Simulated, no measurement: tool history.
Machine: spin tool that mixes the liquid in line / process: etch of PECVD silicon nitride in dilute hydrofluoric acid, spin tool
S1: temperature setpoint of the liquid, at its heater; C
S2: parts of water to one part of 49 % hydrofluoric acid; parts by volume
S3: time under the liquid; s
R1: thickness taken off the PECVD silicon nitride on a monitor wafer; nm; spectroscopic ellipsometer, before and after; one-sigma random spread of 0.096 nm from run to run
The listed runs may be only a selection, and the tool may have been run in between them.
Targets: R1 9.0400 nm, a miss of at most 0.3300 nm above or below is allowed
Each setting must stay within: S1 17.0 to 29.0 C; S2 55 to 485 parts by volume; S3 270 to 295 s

{"run": 1, "hour": 0.0, "S1": 21.0, "S2": 270, "S3": 270, "R1": 4.5613}
{"run": 2, "hour": 2.6, "S1": 19.0, "S2": 270, "S3": 270, "R1": 4.0112}
{"run": 3, "hour": 4.6, "S1": 19.0, "S2": 340, "S3": 270, "R1": 3.208}
{"run": 4, "hour": 7.2, "S1": 19.0, "S2": 340, "S3": 270, "R1": 3.15}
{"run": 5, "hour": 14.6, "S1": 19.0, "S2": 340, "S3": 270, "R1": 3.1837}
{"run": 6, "hour": 18.0, "S1": 19.0, "S2": 340, "S3": 295, "R1": 3.4772}
{"run": 7, "hour": 25.8, "S1": 21.5, "S2": 315, "S3": 295, "R1": 4.4072}
{"run": 8, "hour": 34.2, "S1": 23.5, "S2": 290, "S3": 295, "R1": 5.4205}
{"run": 9, "hour": 38.3, "S1": 25.0, "S2": 275, "S3": 295, "R1": 6.2596}
{"run": 10, "hour": 39.5, "S1": 29.0, "S2": 230, "S3": 295, "R1": 9.4904}

Consider the 4 candidate settings below. Which is the only one whose results all fall within their allowed miss of target?
{"run": "A", "hour": 40.7, "S1": 28.5, "S2": 210, "S3": 280, "R1": "?"}
{"run": "B", "hour": 40.7, "S1": 27.5, "S2": 215, "S3": 270, "R1": "?"}
{"run": "C", "hour": 40.7, "S1": 29.0, "S2": 220, "S3": 270, "R1": "?"}
{"run": "D", "hour": 40.7, "S1": 28.5, "S2": 215, "S3": 295, "R1": "?"}

move=A R1=9.7632
move=B R1=8.6524
move=C R1=9.2544
move=D R1=10.0440
A: lands further from the targets than the last run did
B: takes the result that was furthest off past its target
C: all results in spec
D: lands further from the targets than the last run did
The move that meets every target is C.

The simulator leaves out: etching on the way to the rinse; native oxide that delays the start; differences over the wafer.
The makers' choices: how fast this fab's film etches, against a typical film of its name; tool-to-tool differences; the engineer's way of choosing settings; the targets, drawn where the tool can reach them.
